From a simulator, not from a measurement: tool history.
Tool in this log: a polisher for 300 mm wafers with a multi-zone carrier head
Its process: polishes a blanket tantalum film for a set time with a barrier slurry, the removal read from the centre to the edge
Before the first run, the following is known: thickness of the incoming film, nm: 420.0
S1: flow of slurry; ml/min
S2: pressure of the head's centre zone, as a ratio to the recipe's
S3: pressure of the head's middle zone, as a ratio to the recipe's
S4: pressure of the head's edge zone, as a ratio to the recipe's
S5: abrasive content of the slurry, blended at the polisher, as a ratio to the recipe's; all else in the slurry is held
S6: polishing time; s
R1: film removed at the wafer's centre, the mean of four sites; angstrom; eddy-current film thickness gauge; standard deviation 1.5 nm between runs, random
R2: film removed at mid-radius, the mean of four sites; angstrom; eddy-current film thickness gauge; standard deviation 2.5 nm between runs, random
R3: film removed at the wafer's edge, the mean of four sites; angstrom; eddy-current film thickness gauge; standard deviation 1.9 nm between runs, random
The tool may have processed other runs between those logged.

run	day	S1	S2	S3	S4	S5	S6	R1	R2	R3
1	0	235	1	1	1	1	84	1239.8	1230.3	1255.5
2	0.021	235	1	1	0.93	1	84	1202.5	1231	1232.4
3	0.192	245	1.04	1.02	0.97	1.15	87	1388	1375.6	1341.8
4	0.492	250	1.06	1.02	1	1.25	90	1480.9	1482.5	1439.1
5	0.696	250	1.06	1.02	1	1.25	101	1676.9	1632	1588.9
6	0.95	260	1.08	1.02	1.02	1.3	101	1723.1	1604.4	1650.1
7	1.038	265	1.1	1.04	1.02	1.3	101	1747.5	1596.4	1641.9
8	1.138	260	1.11	1.05	1.01	1.35	101	1787.5	1658.3	1662

For run 9, what comes out?
9	1.371	260	1.12	1.06	1	1.35	101	?	?	?

R1: 1787.1 angstrom
R2: 1691.8 angstrom
R3: 1647.5 angstrom

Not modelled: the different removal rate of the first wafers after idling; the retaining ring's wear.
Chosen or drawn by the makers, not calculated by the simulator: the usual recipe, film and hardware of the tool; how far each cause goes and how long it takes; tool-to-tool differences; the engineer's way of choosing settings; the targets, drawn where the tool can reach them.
